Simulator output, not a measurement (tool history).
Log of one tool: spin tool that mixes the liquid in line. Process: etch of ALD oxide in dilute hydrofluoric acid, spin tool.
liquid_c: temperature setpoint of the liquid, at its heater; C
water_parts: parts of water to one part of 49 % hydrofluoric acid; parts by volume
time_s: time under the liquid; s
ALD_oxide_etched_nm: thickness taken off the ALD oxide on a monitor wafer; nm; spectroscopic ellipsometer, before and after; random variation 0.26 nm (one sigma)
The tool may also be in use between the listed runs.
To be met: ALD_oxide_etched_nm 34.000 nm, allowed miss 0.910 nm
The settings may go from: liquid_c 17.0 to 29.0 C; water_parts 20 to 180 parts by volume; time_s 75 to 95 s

{"run": 1, "hour": 0.0, "liquid_c": 21.0, "water_parts": 100, "time_s": 95, "ALD_oxide_etched_nm": 24.106}
{"run": 2, "hour": 0.9, "liquid_c": 21.0, "water_parts": 100, "time_s": 75, "ALD_oxide_etched_nm": 19.079}
{"run": 3, "hour": 6.0, "liquid_c": 21.0, "water_parts": 135, "time_s": 75, "ALD_oxide_etched_nm": 13.674}
{"run": 4, "hour": 12.3, "liquid_c": 22.5, "water_parts": 120, "time_s": 75, "ALD_oxide_etched_nm": 16.34}
{"run": 5, "hour": 14.1, "liquid_c": 23.5, "water_parts": 105, "time_s": 75, "ALD_oxide_etched_nm": 20.043}
{"run": 6, "hour": 20.2, "liquid_c": 23.5, "water_parts": 125, "time_s": 75, "ALD_oxide_etched_nm": 16.614}
{"run": 7, "hour": 23.8, "liquid_c": 24.5, "water_parts": 115, "time_s": 75, "ALD_oxide_etched_nm": 18.648}
{"run": 8, "hour": 29.5, "liquid_c": 25.5, "water_parts": 105, "time_s": 75, "ALD_oxide_etched_nm": 21.674}
{"run": 9, "hour": 32.8, "liquid_c": 26.0, "water_parts": 100, "time_s": 75, "ALD_oxide_etched_nm": 23.241}
{"run": 10, "hour": 35.0, "liquid_c": 29.0, "water_parts": 70, "time_s": 75, "ALD_oxide_etched_nm": 38.719}
{"run": 11, "hour": 40.1, "liquid_c": 28.5, "water_parts": 70, "time_s": 75, "ALD_oxide_etched_nm": 38.155}
{"run": 12, "hour": 42.3, "liquid_c": 28.0, "water_parts": 70, "time_s": 75, "ALD_oxide_etched_nm": 37.434}

Which of these 4 next moves meets every target?
{"run": "A", "hour": 44.5, "liquid_c": 29.0, "water_parts": 85, "time_s": 85, "ALD_oxide_etched_nm": "?"}
{"run": "B", "hour": 44.5, "liquid_c": 26.5, "water_parts": 70, "time_s": 75, "ALD_oxide_etched_nm": "?"}
{"run": "C", "hour": 44.5, "liquid_c": 27.5, "water_parts": 75, "time_s": 85, "ALD_oxide_etched_nm": "?"}
{"run": "D", "hour": 44.5, "liquid_c": 24.0, "water_parts": 70, "time_s": 80, "ALD_oxide_etched_nm": "?"}

move=A ALD_oxide_etched_nm=35.585
move=B ALD_oxide_etched_nm=35.314
move=C ALD_oxide_etched_nm=38.590
move=D ALD_oxide_etched_nm=34.076
A: nearer than the last run, and not there yet
B: nearer than the last run, and not there yet
C: further off than the last run
D: meets every target
Move D is the one to make.
